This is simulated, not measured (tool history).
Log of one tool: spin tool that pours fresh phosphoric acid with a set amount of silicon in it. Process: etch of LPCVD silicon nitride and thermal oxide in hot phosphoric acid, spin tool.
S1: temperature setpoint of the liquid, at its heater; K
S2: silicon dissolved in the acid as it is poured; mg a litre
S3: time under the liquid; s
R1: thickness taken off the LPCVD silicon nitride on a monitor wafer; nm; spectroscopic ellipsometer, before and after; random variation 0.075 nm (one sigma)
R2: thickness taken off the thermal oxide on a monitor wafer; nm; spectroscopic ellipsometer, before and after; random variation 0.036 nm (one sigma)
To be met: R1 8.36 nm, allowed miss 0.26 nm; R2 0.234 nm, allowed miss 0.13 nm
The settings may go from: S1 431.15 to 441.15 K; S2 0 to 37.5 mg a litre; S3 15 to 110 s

| run | hour | S1 | S2 | S3 | R1 | R2 |
|---|---|---|---|---|---|---|
| 1 | 0 | 436.15 | 16.5 | 55 | 5.4777 | 0.14047 |
| 2 | 7.3 | 436.15 | 23 | 55 | 5.4415 | 0.09921 |
| 3 | 12.1 | 437.15 | 21 | 60 | 6.193 | 0.13574 |
| 4 | 18.7 | 437.15 | 13 | 60 | 6.135 | 0.21769 |
| 5 | 21.3 | 439.15 | 13 | 60 | 6.4987 | 0.2154 |
| 6 | 27.1 | 439.15 | 6.5 | 60 | 6.5357 | 0.21769 |
| 7 | 28.8 | 439.65 | 9 | 65 | 7.3178 | 0.22895 |
| 8 | 32 | 440.65 | 14 | 70 | 8.108 | 0.21267 |
| 9 | 39.2 | 440.65 | 13.5 | 70 | 8.1239 | 0.25736 |
| 10 | 41.3 | 440.65 | 14.5 | 70 | 8.058 | 0.26139 |
| 11 | 43.3 | 440.65 | 14.5 | 70 | 7.9669 | 0.29075 |
| 12 | 44.3 | 440.15 | 15.5 | 70 | 7.8498 | 0.2301 |
| 13 | 46.2 | 440.15 | 16 | 70 | 7.9089 | 0.21555 |

Which of these 5 next moves meets every target?
| A | 48.1 | 439.65 | 27.5 | 80 | ? | ? |
| B | 48.1 | 437.65 | 13.5 | 80 | ? | ? |
| C | 48.1 | 440.15 | 3.5 | 70 | ? | ? |
| D | 48.1 | 440.15 | 18 | 65 | ? | ? |
| E | 48.1 | 439.65 | 0 | 65 | ? | ? |

| move | R1 | R2 |
|---|---|---|
| A | 8.9233 | 0.17504 |
| B | 8.3575 | 0.2286 |
| C | 7.936 | 0.29731 |
| D | 7.3692 | 0.19834 |
| E | 7.2502 | 0.28443 |
A: takes the result that was furthest off past its target
B: meets every target
C: nearer than the last run, and not there yet
D: further off than the last run
E: further off than the last run
Move B is the one to make.
